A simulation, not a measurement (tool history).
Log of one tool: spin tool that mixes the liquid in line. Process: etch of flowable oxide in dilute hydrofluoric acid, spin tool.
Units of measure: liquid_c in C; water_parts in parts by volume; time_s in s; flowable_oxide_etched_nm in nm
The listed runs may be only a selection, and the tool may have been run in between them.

Run 1, day 0.000: liquid_c 24.0 C, water_parts 125 parts by volume, time_s 155 s. Result: flowable_oxide_etched_nm 35.855 nm.
Run 2, day 0.292: liquid_c 24.0 C, water_parts 125 parts by volume, time_s 155 s. Result: flowable_oxide_etched_nm 35.837 nm.
Run 3, day 0.412: liquid_c 22.0 C, water_parts 130 parts by volume, time_s 155 s. Result: flowable_oxide_etched_nm 31.143 nm.
Run 4, day 0.704: liquid_c 22.0 C, water_parts 110 parts by volume, time_s 155 s. Result: flowable_oxide_etched_nm 37.824 nm.
Run 5, day 0.838: liquid_c 22.0 C, water_parts 110 parts by volume, time_s 165 s. Result: flowable_oxide_etched_nm 40.729 nm.
At day 0.908: thermometer replaced.
Run 6, day 0.908: liquid_c 22.0 C, water_parts 155 parts by volume, time_s 165 s. Result: flowable_oxide_etched_nm 24.723 nm.

Run 7, settings as shown, results not yet in. Your forecast:
Run 7, day 1.033: liquid_c 21.5 C, water_parts 155 parts by volume, time_s 165 s. Result: flowable_oxide_etched_nm ?.

{"run 7": {"flowable_oxide_etched_nm": 24.564}}
